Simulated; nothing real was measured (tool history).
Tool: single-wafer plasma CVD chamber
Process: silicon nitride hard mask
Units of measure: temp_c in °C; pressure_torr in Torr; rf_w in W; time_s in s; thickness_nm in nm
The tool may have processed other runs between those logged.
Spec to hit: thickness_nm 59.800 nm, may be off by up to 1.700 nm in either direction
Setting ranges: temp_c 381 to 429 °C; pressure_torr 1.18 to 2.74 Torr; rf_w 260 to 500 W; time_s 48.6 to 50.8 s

{"run": 1, "hour": 0.0, "temp_c": 405, "pressure_torr": 1.96, "rf_w": 380, "time_s": 50.8, "thickness_nm": 73.22}
{"run": 2, "hour": 1.3, "temp_c": 405, "pressure_torr": 1.96, "rf_w": 380, "time_s": 48.6, "thickness_nm": 69.733}
{"run": 3, "hour": 2.9, "temp_c": 405, "pressure_torr": 1.65, "rf_w": 380, "time_s": 48.6, "thickness_nm": 67.437}
{"run": 4, "hour": 3.9, "temp_c": 405, "pressure_torr": 1.65, "rf_w": 380, "time_s": 48.6, "thickness_nm": 67.232}
{"run": 5, "hour": 9.3, "temp_c": 405, "pressure_torr": 1.61, "rf_w": 375, "time_s": 48.6, "thickness_nm": 66.408}
{"run": 6, "hour": 12.0, "temp_c": 405, "pressure_torr": 1.61, "rf_w": 375, "time_s": 48.6, "thickness_nm": 66.646}
{"run": 7, "hour": 13.2, "temp_c": 405, "pressure_torr": 1.58, "rf_w": 370, "time_s": 48.6, "thickness_nm": 65.91}
{"run": 8, "hour": 21.9, "temp_c": 405, "pressure_torr": 1.55, "rf_w": 365, "time_s": 48.6, "thickness_nm": 64.723}
{"run": 9, "hour": 24.7, "temp_c": 405, "pressure_torr": 1.52, "rf_w": 360, "time_s": 48.6, "thickness_nm": 64.054}
{"run": 10, "hour": 30.2, "temp_c": 405, "pressure_torr": 1.5, "rf_w": 355, "time_s": 48.6, "thickness_nm": 63.235}

Pick the move, out of 5, that brings all results within their allowed miss; only one does.
{"run": "A", "hour": 35.7, "temp_c": 395, "pressure_torr": 1.18, "rf_w": 350, "time_s": 48.6, "thickness_nm": "?"}
{"run": "B", "hour": 35.7, "temp_c": 419, "pressure_torr": 1.42, "rf_w": 375, "time_s": 48.6, "thickness_nm": "?"}
{"run": "C", "hour": 35.7, "temp_c": 408, "pressure_torr": 1.37, "rf_w": 355, "time_s": 50.8, "thickness_nm": "?"}
{"run": "D", "hour": 35.7, "temp_c": 403, "pressure_torr": 1.64, "rf_w": 345, "time_s": 50.2, "thickness_nm": "?"}
{"run": "E", "hour": 35.7, "temp_c": 399, "pressure_torr": 1.54, "rf_w": 330, "time_s": 50.8, "thickness_nm": "?"}

move=A thickness_nm=59.990
move=B thickness_nm=64.535
move=C thickness_nm=64.788
move=D thickness_nm=65.166
move=E thickness_nm=63.185
A: all results in spec
B: its largest miss is bigger than the last run's
C: its largest miss is bigger than the last run's
D: its largest miss is bigger than the last run's
E: roughly where the last run was
Answer: A
